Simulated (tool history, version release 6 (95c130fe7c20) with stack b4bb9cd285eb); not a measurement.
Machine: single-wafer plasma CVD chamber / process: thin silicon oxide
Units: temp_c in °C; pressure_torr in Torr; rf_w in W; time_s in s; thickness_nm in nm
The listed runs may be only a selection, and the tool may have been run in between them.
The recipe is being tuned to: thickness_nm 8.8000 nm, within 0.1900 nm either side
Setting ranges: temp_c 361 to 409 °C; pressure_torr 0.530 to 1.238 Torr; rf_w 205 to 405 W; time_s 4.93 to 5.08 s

run  hour  temp_c  pressure_torr  rf_w  time_s  thickness_nm
  1   0.0     385          0.884   305    4.93        9.5455
  2   4.7     385          0.884   305    5.08        9.8504
  3  10.8     376          0.884   305    5.08        9.9012
  4  14.4     387          0.884   305    5.08        9.8322
  5  17.8     387          0.884   285    5.08        9.5213
  6  19.2     387          1.042   285    5.08       10.5240
  7  26.6     387          1.042   285    5.08       10.5250
  8  32.9     387          0.991   285    5.08       10.2540
  9  38.7     387          0.949   285    5.08        9.9532
 10  45.8     387          0.914   285    5.08        9.7269
 11  54.5     387          0.886   285    5.08        9.5552
 12  62.1     387          0.863   285    5.08        9.4225
 13  65.8     387          0.863   285    5.08        9.3653
 14  74.6     387          0.846   285    5.08        9.2866
 15  81.3     387          0.831   285    5.08        9.1625
 16  89.7     387          0.820   285    5.08        9.0892
 17  97.8     387          0.811   285    5.08        9.0884

Pick the move, out of 5, that brings all results within their allowed miss; only one does.
  A  105.9     394          0.832   330    4.93             ?
  B  105.9     382          0.793   315    5.08             ?
  C  105.9     390          0.802   285    4.98             ?
  D  105.9     396          0.965   255    5.08             ?
  E  105.9     385          0.836   295    5.08             ?

move  thickness_nm
   A        9.4828
   B        9.3650
   C        8.7909
   D        9.5004
   E        9.3847
A: further off than the last run
B: further off than the last run
C: each result inside its tolerance
D: further off than the last run
E: further off than the last run
Go with C: it meets all targets.
